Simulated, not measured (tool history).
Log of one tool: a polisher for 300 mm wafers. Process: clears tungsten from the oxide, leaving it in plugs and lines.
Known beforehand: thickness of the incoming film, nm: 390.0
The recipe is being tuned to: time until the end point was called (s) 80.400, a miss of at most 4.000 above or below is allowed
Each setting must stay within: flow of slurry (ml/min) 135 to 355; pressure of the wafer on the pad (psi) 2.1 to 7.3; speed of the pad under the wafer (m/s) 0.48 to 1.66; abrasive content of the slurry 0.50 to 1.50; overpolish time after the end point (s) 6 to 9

run  hour  flow of slurry (ml/min)  pressure of the wafer on the pad (psi)  speed of the pad under the wafer (m/s)  abrasive content of the slurry  overpolish time after the end point (s)  time until the end point was called (s)
  1   0.0                      225                                     4.7                                    1.06                            1.00                                        9                                   56.355
  2   3.2                      225                                     4.7                                    1.06                            1.00                                        6                                   56.669
  3   9.1                      225                                     4.5                                    1.06                            1.00                                        6                                   60.164
  4  17.9                      225                                     4.5                                    1.06                            0.90                                        6                                   61.399
  5  23.5                      225                                     4.4                                    1.06                            0.90                                        6                                   61.318
  6  27.8                      225                                     4.4                                    1.06                            0.70                                        6                                   65.948
  7  28.8                      225                                     4.3                                    1.06                            0.70                                        6                                   68.292
  8  34.9                      225                                     4.2                                    1.06                            0.70                                        6                                   68.370
  9  36.7                      225                                     4.1                                    1.06                            0.70                                        6                                   70.067
 10  39.1                      225                                     4.0                                    1.06                            0.70                                        6                                   70.882

Which single option among these 4 for the next run brings every result within its allowed miss of target? Just one does.
  A  41.5                      220                                     4.2                                    1.02                            0.65                                        8                                        ?
  B  41.5                      205                                     4.2                                    1.00                            0.70                                        6                                        ?
  C  41.5                      285                                     4.2                                    0.92                            0.55                                        8                                        ?
  D  41.5                      255                                     4.7                                    1.14                            0.65                                        9                                        ?

move  time until the end point was called (s)
   A                                   72.700
   B                                   72.913
   C                                   81.037
   D                                   59.942
A: closer than the last run, but not yet in spec
B: closer than the last run, but not yet in spec
C: every result lands within tolerance
D: lands further from the targets than the last run did
C is the move that brings every result within its allowed miss.

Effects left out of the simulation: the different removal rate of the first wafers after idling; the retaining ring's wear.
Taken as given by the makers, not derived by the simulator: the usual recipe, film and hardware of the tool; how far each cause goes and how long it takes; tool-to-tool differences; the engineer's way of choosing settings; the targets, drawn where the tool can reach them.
